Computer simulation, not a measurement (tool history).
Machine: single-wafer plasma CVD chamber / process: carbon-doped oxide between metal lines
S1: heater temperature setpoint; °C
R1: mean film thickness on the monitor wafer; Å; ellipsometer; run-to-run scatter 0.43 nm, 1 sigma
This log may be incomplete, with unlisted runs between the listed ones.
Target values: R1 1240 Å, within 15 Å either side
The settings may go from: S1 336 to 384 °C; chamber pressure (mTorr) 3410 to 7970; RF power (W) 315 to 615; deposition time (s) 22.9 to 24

run 1 day=0 | S1=360 chamber_pressure_(mTorr)=5690 RF_power_(W)=465 deposition_time_(s)=24 | R1=1170.4
run 2 day=0.208 | S1=358 chamber_pressure_(mTorr)=5780 RF_power_(W)=465 deposition_time_(s)=24 | R1=1178.5
run 3 day=0.421 | S1=356 chamber_pressure_(mTorr)=5860 RF_power_(W)=465 deposition_time_(s)=24 | R1=1192.9
run 4 day=0.462 | S1=356 chamber_pressure_(mTorr)=6760 RF_power_(W)=465 deposition_time_(s)=24 | R1=1204.2
run 5 day=0.654 | S1=355 chamber_pressure_(mTorr)=6800 RF_power_(W)=465 deposition_time_(s)=24 | R1=1212
run 6 day=0.721 | S1=354 chamber_pressure_(mTorr)=6830 RF_power_(W)=465 deposition_time_(s)=24 | R1=1212.2
run 7 day=1.042 | S1=353 chamber_pressure_(mTorr)=6860 RF_power_(W)=465 deposition_time_(s)=24 | R1=1205.3
run 8 day=1.079 | S1=353 chamber_pressure_(mTorr)=6930 RF_power_(W)=465 deposition_time_(s)=24 | R1=1213
run 9 day=1.129 | S1=353 chamber_pressure_(mTorr)=6930 RF_power_(W)=465 deposition_time_(s)=24 | R1=1218.5
run 10 day=1.362 | S1=352 chamber_pressure_(mTorr)=6960 RF_power_(W)=465 deposition_time_(s)=24 | R1=1215.3
run 11 day=1.508 | S1=351 chamber_pressure_(mTorr)=7020 RF_power_(W)=465 deposition_time_(s)=24 | R1=1219.2

Below are 5 possible settings for the next run. Only one of them brings all results inside the allowed miss of their targets. Which is it?
run A day=1.654 | S1=354 chamber_pressure_(mTorr)=7630 RF_power_(W)=465 deposition_time_(s)=23.4 | R1=?
run B day=1.654 | S1=350 chamber_pressure_(mTorr)=6410 RF_power_(W)=460 deposition_time_(s)=24 | R1=?
run C day=1.654 | S1=350 chamber_pressure_(mTorr)=6870 RF_power_(W)=460 deposition_time_(s)=23.9 | R1=?
run D day=1.654 | S1=342 chamber_pressure_(mTorr)=6520 RF_power_(W)=460 deposition_time_(s)=24 | R1=?
run E day=1.654 | S1=350 chamber_pressure_(mTorr)=7050 RF_power_(W)=480 deposition_time_(s)=23 | R1=?

move=A R1=1182.5
move=B R1=1198.9
move=C R1=1199.9
move=D R1=1229.8
move=E R1=1204.9
A: the biggest miss grows against the last run
B: the biggest miss grows against the last run
C: the biggest miss grows against the last run
D: all results in spec
E: the biggest miss grows against the last run
So the answer is move D, the one that meets all the targets.
